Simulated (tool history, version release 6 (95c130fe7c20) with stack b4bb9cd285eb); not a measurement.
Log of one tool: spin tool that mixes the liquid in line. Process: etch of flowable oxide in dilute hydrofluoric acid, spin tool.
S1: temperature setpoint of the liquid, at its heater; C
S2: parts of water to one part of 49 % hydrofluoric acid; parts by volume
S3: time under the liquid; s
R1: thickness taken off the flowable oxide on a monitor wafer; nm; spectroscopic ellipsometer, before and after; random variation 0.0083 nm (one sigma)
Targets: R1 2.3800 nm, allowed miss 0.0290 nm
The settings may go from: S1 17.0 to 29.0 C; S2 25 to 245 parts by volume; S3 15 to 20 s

run 1 day=0.000 | S1=21.0 S2=135 S3=20 | R1=2.6894
run 2 day=0.333 | S1=23.5 S2=135 S3=20 | R1=2.9618
run 3 day=0.521 | S1=23.5 S2=85 S3=20 | R1=4.9514
run 4 day=0.571 | S1=23.5 S2=85 S3=20 | R1=4.9882
run 5 day=0.721 | S1=27.0 S2=85 S3=20 | R1=5.7543
run 6 day=0.875 | S1=24.0 S2=100 S3=20 | R1=4.2639
run 7 day=1.238 | S1=22.0 S2=110 S3=20 | R1=3.5258
run 8 day=1.354 | S1=20.5 S2=115 S3=20 | R1=3.1610
run 9 day=1.492 | S1=19.5 S2=120 S3=20 | R1=2.9008
run 10 day=1.733 | S1=17.0 S2=135 S3=20 | R1=2.2919
run 11 day=1.929 | S1=17.5 S2=135 S3=20 | R1=2.3345

Which of these 4 next moves meets every target?
run A day=2.125 | S1=17.0 S2=100 S3=15 | R1=?
run B day=2.125 | S1=17.0 S2=105 S3=15 | R1=?
run C day=2.125 | S1=17.0 S2=135 S3=20 | R1=?
run D day=2.125 | S1=18.5 S2=145 S3=20 | R1=?

move=A R1=2.3956
move=B R1=2.2697
move=C R1=2.2836
move=D R1=2.2382
A: meets every target
B: further off than the last run
C: further off than the last run
D: further off than the last run
Move A is the one to make.
